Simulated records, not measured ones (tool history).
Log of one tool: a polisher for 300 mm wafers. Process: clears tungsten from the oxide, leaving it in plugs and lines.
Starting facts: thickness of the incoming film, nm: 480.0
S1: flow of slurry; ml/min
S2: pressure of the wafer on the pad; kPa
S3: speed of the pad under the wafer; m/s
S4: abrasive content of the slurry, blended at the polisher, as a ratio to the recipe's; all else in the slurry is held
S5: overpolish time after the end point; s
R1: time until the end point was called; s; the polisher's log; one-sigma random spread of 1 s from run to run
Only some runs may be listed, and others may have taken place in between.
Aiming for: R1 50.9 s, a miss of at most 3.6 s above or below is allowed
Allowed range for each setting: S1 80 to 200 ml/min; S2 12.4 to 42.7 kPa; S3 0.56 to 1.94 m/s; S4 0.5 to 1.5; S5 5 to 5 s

run,hour,S1,S2,S3,S4,S5,R1
1,0,130,27.6,1.24,1,5,87.353
2,2.6,130,27.6,1.24,1.05,5,85.565
3,10.8,130,29,1.26,1.05,5,81.86
4,16.7,130,33.8,1.26,1.05,5,69.853
5,22.8,130,35.2,1.28,1.05,5,65.538
6,27.9,130,35.9,1.28,1.05,5,63.903
7,30.6,130,36.5,1.28,1.05,5,64.57
8,31.1,130,37.2,1.3,1.05,5,62.612
9,37.9,130,37.9,1.32,1.05,5,58.077
10,43,130,38.6,1.32,1.05,5,58.53
11,49.4,130,39.3,1.32,1.05,5,59.39
12,54.2,130,40,1.34,1.05,5,55.953
13,58.5,130,40.7,1.34,1.05,5,54.665

Consider the 4 candidate settings below. Which is the only one whose results all fall within their allowed miss of target?
A,62.8,150,37.2,1.2,1.25,5,?
B,62.8,130,41.4,1.42,1.05,5,?
C,62.8,160,39.3,1.2,1,5,?
D,62.8,135,38.6,1.3,1,5,?

move,R1
A,60.892
B,50.256
C,59.825
D,58.437
A: misses by more than the last run did
B: all results in spec
C: misses by more than the last run did
D: misses by more than the last run did
B meets every target.

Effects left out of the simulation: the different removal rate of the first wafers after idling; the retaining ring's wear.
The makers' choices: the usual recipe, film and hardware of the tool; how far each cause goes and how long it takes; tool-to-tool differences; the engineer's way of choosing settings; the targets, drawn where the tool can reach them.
